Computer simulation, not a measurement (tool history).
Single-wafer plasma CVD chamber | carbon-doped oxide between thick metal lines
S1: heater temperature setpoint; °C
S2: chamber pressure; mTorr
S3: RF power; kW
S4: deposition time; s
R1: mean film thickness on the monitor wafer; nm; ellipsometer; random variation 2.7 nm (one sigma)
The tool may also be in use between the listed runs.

run	day	S1	S2	S3	S4	R1
1	0	350	3930	0.57	151	839.41
2	0.304	351	3820	0.54	150	795
3	0.679	352	3660	0.52	150	762.71
4	0.954	353	3470	0.51	150	742.93
5	1.15	354	3320	0.505	150	721.99
6	1.454	356	3230	0.505	150	716.51
7	1.754	357	3140	0.505	150	709.24
8	1.942	358	3060	0.505	150	708.1
9	1.979	359	2970	0.5	150	693.25
10	2.146	359	2970	0.5	150	694.17

Forecast run 11:
11	2.512	360	2920	0.5	150	?

{"run 11": {"R1": 694.62}}
